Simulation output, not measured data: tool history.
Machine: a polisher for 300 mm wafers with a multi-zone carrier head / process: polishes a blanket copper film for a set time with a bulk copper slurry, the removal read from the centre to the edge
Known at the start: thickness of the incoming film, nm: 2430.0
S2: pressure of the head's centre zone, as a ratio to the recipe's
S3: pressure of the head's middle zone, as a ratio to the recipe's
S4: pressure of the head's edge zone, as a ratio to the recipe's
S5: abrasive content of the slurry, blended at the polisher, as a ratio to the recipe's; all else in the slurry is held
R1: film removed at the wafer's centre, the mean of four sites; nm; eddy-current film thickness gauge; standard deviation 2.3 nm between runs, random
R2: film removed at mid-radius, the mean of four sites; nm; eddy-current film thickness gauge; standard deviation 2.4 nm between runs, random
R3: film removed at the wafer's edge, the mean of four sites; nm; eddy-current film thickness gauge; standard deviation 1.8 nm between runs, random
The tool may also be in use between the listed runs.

run 1 hour=0 | flow_of_slurry_(ml/min)=200 S2=1 S3=1 S4=1 S5=1 polishing_time_(s)=35 | R1=223.21 R2=234.35 R3=237.19
run 2 hour=8.7 | flow_of_slurry_(ml/min)=200 S2=0.97 S3=1 S4=1 S5=1 polishing_time_(s)=35 | R1=220.5 R2=235.8 R3=238.27
run 3 hour=11.8 | flow_of_slurry_(ml/min)=200 S2=0.97 S3=1 S4=1 S5=1 polishing_time_(s)=26 | R1=161.16 R2=180.25 R3=176.51
run 4 hour=12.3 | flow_of_slurry_(ml/min)=210 S2=0.97 S3=1.03 S4=0.99 S5=1 polishing_time_(s)=26 | R1=164.68 R2=177.57 R3=180.25
run 5 hour=17.3 | flow_of_slurry_(ml/min)=185 S2=0.95 S3=0.99 S4=0.94 S5=1.1 polishing_time_(s)=27 | R1=167.01 R2=181.6 R3=178.92
run 6 hour=19.4 | flow_of_slurry_(ml/min)=170 S2=0.94 S3=1.04 S4=0.91 S5=1.15 polishing_time_(s)=27 | R1=164.81 R2=193.91 R3=175.55

The next listed run, before its measurement:
run 7 hour=23.9 | flow_of_slurry_(ml/min)=170 S2=0.94 S3=1.05 S4=0.91 S5=1.15 polishing_time_(s)=27 | R1=? R2=? R3=?

Run 7 yielded R1 164 nm, R2 193.28 nm, R3 178.76 nm.

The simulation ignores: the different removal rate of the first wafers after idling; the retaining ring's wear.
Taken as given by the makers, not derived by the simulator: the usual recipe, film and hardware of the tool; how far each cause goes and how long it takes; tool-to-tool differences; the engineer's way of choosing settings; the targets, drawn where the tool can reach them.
